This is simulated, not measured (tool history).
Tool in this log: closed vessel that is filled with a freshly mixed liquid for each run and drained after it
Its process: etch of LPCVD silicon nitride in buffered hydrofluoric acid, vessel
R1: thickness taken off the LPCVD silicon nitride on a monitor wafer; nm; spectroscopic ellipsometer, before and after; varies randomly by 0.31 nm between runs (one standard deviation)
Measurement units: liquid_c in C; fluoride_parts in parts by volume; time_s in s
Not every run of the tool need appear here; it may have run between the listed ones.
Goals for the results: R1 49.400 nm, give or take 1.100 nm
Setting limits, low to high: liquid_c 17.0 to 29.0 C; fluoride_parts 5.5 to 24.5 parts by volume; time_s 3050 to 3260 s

Run 1, hour 0.0: liquid_c 21.0 C, fluoride_parts 15.0 parts by volume, time_s 3050 s. Result: R1 26.159 nm.
Run 2, hour 4.3: liquid_c 22.5 C, fluoride_parts 15.0 parts by volume, time_s 3050 s. Result: R1 28.413 nm.
Run 3, hour 12.1: liquid_c 22.5 C, fluoride_parts 15.0 parts by volume, time_s 3260 s. Result: R1 30.482 nm.
Run 4, hour 13.2: liquid_c 25.0 C, fluoride_parts 15.0 parts by volume, time_s 3260 s. Result: R1 34.731 nm.
Run 5, hour 14.2: liquid_c 26.0 C, fluoride_parts 14.0 parts by volume, time_s 3260 s. Result: R1 39.416 nm.
Run 6, hour 16.7: liquid_c 26.0 C, fluoride_parts 14.0 parts by volume, time_s 3260 s. Result: R1 40.013 nm.
Run 7, hour 20.2: liquid_c 27.0 C, fluoride_parts 13.5 parts by volume, time_s 3260 s. Result: R1 43.462 nm.
Run 8, hour 27.3: liquid_c 27.5 C, fluoride_parts 13.5 parts by volume, time_s 3260 s. Result: R1 44.621 nm.

Next run, 5 choices. One meets every target within its allowed miss, the rest don't. Which?
Run A, hour 34.4: liquid_c 25.0 C, fluoride_parts 10.0 parts by volume, time_s 3120 s. Result: R1 ?.
Run B, hour 34.4: liquid_c 24.5 C, fluoride_parts 13.5 parts by volume, time_s 3260 s. Result: R1 ?.
Run C, hour 34.4: liquid_c 28.0 C, fluoride_parts 11.5 parts by volume, time_s 3185 s. Result: R1 ?.
Run D, hour 34.4: liquid_c 26.5 C, fluoride_parts 12.0 parts by volume, time_s 3185 s. Result: R1 ?.
Run E, hour 34.4: liquid_c 26.0 C, fluoride_parts 11.5 parts by volume, time_s 3150 s. Result: R1 ?.

move      R1
   A  49.315
   B  37.413
   C  51.611
   D  45.699
   E  45.864
A: all results land within tolerance of their targets
B: its largest miss is bigger than the last run's
C: carries the result that was furthest off beyond its target, to the other side
D: closes in on the targets versus the last run, not all within tolerance yet
E: closes in on the targets versus the last run, not all within tolerance yet
Go with A: it meets all targets.
